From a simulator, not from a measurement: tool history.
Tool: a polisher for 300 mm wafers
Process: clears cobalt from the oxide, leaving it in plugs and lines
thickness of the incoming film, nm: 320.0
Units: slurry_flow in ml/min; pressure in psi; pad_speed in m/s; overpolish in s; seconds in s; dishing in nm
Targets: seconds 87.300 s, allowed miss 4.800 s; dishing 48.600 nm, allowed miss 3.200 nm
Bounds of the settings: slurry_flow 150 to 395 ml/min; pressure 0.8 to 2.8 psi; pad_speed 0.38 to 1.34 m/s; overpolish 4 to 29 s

Run 1, hour 0.0: slurry_flow 250 ml/min, pressure 1.8 psi, pad_speed 0.86 m/s, overpolish 15 s. Result: seconds 102.960 s, dishing 30.777 nm.
Run 2, hour 8.4: slurry_flow 250 ml/min, pressure 1.9 psi, pad_speed 0.86 m/s, overpolish 16 s. Result: seconds 98.970 s, dishing 32.234 nm.
Run 3, hour 14.7: slurry_flow 295 ml/min, pressure 1.9 psi, pad_speed 0.86 m/s, overpolish 16 s. Result: seconds 98.567 s, dishing 33.890 nm.
Run 4, hour 15.6: slurry_flow 295 ml/min, pressure 1.9 psi, pad_speed 0.68 m/s, overpolish 16 s. Result: seconds 117.240 s, dishing 30.826 nm.
Run 5, hour 18.7: slurry_flow 295 ml/min, pressure 1.9 psi, pad_speed 0.56 m/s, overpolish 16 s. Result: seconds 132.850 s, dishing 26.268 nm.
Run 6, hour 25.5: slurry_flow 295 ml/min, pressure 1.9 psi, pad_speed 0.56 m/s, overpolish 11 s. Result: seconds 137.410 s, dishing 19.953 nm.
At hour 28.9: worn pad replaced by a new one.
Run 7, hour 28.9: slurry_flow 300 ml/min, pressure 2.0 psi, pad_speed 0.60 m/s, overpolish 13 s. Result: seconds 112.160 s, dishing 27.321 nm.
Run 8, hour 37.6: slurry_flow 260 ml/min, pressure 2.3 psi, pad_speed 0.60 m/s, overpolish 20 s. Result: seconds 104.550 s, dishing 38.215 nm.
Run 9, hour 45.8: slurry_flow 265 ml/min, pressure 2.4 psi, pad_speed 0.60 m/s, overpolish 20 s. Result: seconds 100.940 s, dishing 38.713 nm.
Run 10, hour 49.0: slurry_flow 265 ml/min, pressure 2.4 psi, pad_speed 0.60 m/s, overpolish 20 s. Result: seconds 100.010 s, dishing 37.931 nm.
Run 11, hour 54.0: slurry_flow 270 ml/min, pressure 2.4 psi, pad_speed 0.60 m/s, overpolish 21 s. Result: seconds 103.930 s, dishing 39.737 nm.
Run 12, hour 58.7: slurry_flow 270 ml/min, pressure 2.5 psi, pad_speed 0.60 m/s, overpolish 21 s. Result: seconds 95.879 s, dishing 40.279 nm.
Run 13, hour 60.2: slurry_flow 270 ml/min, pressure 2.5 psi, pad_speed 0.60 m/s, overpolish 22 s. Result: seconds 100.800 s, dishing 39.942 nm.
Run 14, hour 68.5: slurry_flow 270 ml/min, pressure 2.5 psi, pad_speed 0.60 m/s, overpolish 22 s. Result: seconds 98.446 s, dishing 42.101 nm.
Run 15, hour 69.8: slurry_flow 270 ml/min, pressure 2.6 psi, pad_speed 0.62 m/s, overpolish 23 s. Result: seconds 94.244 s, dishing 43.480 nm.

5 next moves are on the table. One of them brings every result within its allowed miss. Which?
Run A, hour 71.1: slurry_flow 285 ml/min, pressure 2.3 psi, pad_speed 0.72 m/s, overpolish 20 s. Result: seconds ?, dishing ?.
Run B, hour 71.1: slurry_flow 395 ml/min, pressure 2.4 psi, pad_speed 0.56 m/s, overpolish 16 s. Result: seconds ?, dishing ?.
Run C, hour 71.1: slurry_flow 245 ml/min, pressure 2.4 psi, pad_speed 0.76 m/s, overpolish 26 s. Result: seconds ?, dishing ?.
Run D, hour 71.1: slurry_flow 200 ml/min, pressure 2.6 psi, pad_speed 0.62 m/s, overpolish 28 s. Result: seconds ?, dishing ?.
Run E, hour 71.1: slurry_flow 285 ml/min, pressure 2.7 psi, pad_speed 0.66 m/s, overpolish 15 s. Result: seconds ?, dishing ?.

move  seconds  dishing
   A   89.841   39.512
   B  102.300   31.484
   C   84.960   46.815
   D   95.846   45.816
   E   85.684   33.954
A: further off than the last run
B: further off than the last run
C: meets every target
D: brings the result that was furthest off to its target, and leaves another outside
E: further off than the last run
The right move is C.
